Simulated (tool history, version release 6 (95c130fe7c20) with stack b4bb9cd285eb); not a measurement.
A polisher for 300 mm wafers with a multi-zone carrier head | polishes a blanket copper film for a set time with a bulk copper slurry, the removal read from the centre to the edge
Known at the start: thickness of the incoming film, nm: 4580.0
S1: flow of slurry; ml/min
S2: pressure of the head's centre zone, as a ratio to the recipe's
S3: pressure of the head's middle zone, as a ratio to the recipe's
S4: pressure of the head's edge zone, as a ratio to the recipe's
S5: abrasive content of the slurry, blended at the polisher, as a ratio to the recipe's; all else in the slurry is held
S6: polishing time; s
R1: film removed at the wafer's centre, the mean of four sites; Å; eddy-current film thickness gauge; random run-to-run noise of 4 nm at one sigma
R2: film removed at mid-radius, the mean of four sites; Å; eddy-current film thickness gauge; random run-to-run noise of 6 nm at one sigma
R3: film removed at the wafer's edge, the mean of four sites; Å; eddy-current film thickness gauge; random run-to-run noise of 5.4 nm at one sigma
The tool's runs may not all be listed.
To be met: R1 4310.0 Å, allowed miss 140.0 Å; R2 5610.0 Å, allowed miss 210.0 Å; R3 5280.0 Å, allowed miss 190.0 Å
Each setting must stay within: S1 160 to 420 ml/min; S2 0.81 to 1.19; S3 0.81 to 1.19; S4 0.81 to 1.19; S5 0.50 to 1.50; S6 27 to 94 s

Run 1, hour 0.0: S1 270 ml/min, S2 1.00, S3 1.00, S4 1.00, S5 1.00, S6 60 s. Result: R1 5407.5 Å, R2 5489.3 Å, R3 5668.7 Å.
Run 2, hour 3.9: S1 270 ml/min, S2 1.00, S3 1.00, S4 1.00, S5 1.00, S6 46 s. Result: R1 4243.4 Å, R2 4123.2 Å, R3 4372.8 Å.
Run 3, hour 7.0: S1 275 ml/min, S2 0.98, S3 1.03, S4 1.02, S5 1.05, S6 46 s. Result: R1 4254.6 Å, R2 4286.4 Å, R3 4436.5 Å.
Run 4, hour 12.7: S1 275 ml/min, S2 0.98, S3 1.03, S4 1.02, S5 1.05, S6 53 s. Result: R1 4813.3 Å, R2 4872.8 Å, R3 5129.6 Å.
Run 5, hour 20.8: S1 275 ml/min, S2 0.98, S3 1.03, S4 1.02, S5 0.85, S6 53 s. Result: R1 4561.7 Å, R2 4838.3 Å, R3 4964.0 Å.
Run 6, hour 28.4: S1 275 ml/min, S2 1.04, S3 1.03, S4 1.02, S5 0.85, S6 53 s. Result: R1 4920.2 Å, R2 4827.1 Å, R3 5010.2 Å.
Run 7, hour 36.8: S1 270 ml/min, S2 1.01, S3 1.05, S4 1.03, S5 0.85, S6 53 s. Result: R1 4730.9 Å, R2 4908.6 Å, R3 4923.4 Å.
Run 8, hour 45.0: S1 270 ml/min, S2 0.99, S3 1.07, S4 1.04, S5 0.85, S6 53 s. Result: R1 4616.4 Å, R2 4929.1 Å, R3 4996.8 Å.
Run 9, hour 49.1: S1 270 ml/min, S2 0.97, S3 1.09, S4 1.04, S5 0.85, S6 53 s. Result: R1 4637.3 Å, R2 4997.9 Å, R3 5087.0 Å.
Run 10, hour 57.2: S1 270 ml/min, S2 0.95, S3 1.11, S4 1.03, S5 0.85, S6 54 s. Result: R1 4568.6 Å, R2 5245.9 Å, R3 4964.2 Å.
Run 11, hour 66.1: S1 270 ml/min, S2 0.94, S3 1.12, S4 1.04, S5 0.85, S6 54 s. Result: R1 4523.2 Å, R2 5305.2 Å, R3 4943.6 Å.
Run 12, hour 70.9: S1 270 ml/min, S2 0.94, S3 1.12, S4 1.04, S5 0.85, S6 54 s. Result: R1 4572.7 Å, R2 5293.4 Å, R3 5142.8 Å.
Run 13, hour 79.5: S1 270 ml/min, S2 0.93, S3 1.13, S4 1.04, S5 0.85, S6 54 s. Result: R1 4494.8 Å, R2 5363.9 Å, R3 5069.4 Å.
Run 14, hour 87.7: S1 270 ml/min, S2 0.92, S3 1.14, S4 1.05, S5 0.85, S6 54 s. Result: R1 4456.0 Å, R2 5329.2 Å, R3 5112.1 Å.
Run 15, hour 90.0: S1 270 ml/min, S2 0.91, S3 1.15, S4 1.05, S5 0.85, S6 54 s. Result: R1 4346.7 Å, R2 5347.4 Å, R3 5009.6 Å.

Next run, 5 choices. One meets every target within its allowed miss, the rest don't. Which?
Run A, hour 92.3: S1 280 ml/min, S2 0.95, S3 1.19, S4 0.99, S5 0.75, S6 55 s. Result: R1 ?, R2 ?, R3 ?.
Run B, hour 92.3: S1 165 ml/min, S2 0.81, S3 1.19, S4 0.88, S5 0.50, S6 64 s. Result: R1 ?, R2 ?, R3 ?.
Run C, hour 92.3: S1 295 ml/min, S2 0.91, S3 1.08, S4 1.19, S5 1.00, S6 51 s. Result: R1 ?, R2 ?, R3 ?.
Run D, hour 92.3: S1 350 ml/min, S2 0.85, S3 1.14, S4 1.05, S5 1.05, S6 53 s. Result: R1 ?, R2 ?, R3 ?.
Run E, hour 92.3: S1 255 ml/min, S2 0.81, S3 1.00, S4 1.15, S5 0.90, S6 60 s. Result: R1 ?, R2 ?, R3 ?.

move      R1      R2      R3
   A  4633.5  5647.3  4957.1
   B  3946.9  5706.9  4837.3
   C  4339.5  5098.3  5319.5
   D  4325.4  5683.0  5293.7
   E  4374.3  5444.3  5967.2
A: moves away from the targets compared with the last run
B: moves away from the targets compared with the last run
C: puts the biggest miss on target and leaves a different result outside tolerance
D: every result lands within tolerance
E: pushes the last run's worst result past its target
So the answer is move D, the one that meets all the targets.

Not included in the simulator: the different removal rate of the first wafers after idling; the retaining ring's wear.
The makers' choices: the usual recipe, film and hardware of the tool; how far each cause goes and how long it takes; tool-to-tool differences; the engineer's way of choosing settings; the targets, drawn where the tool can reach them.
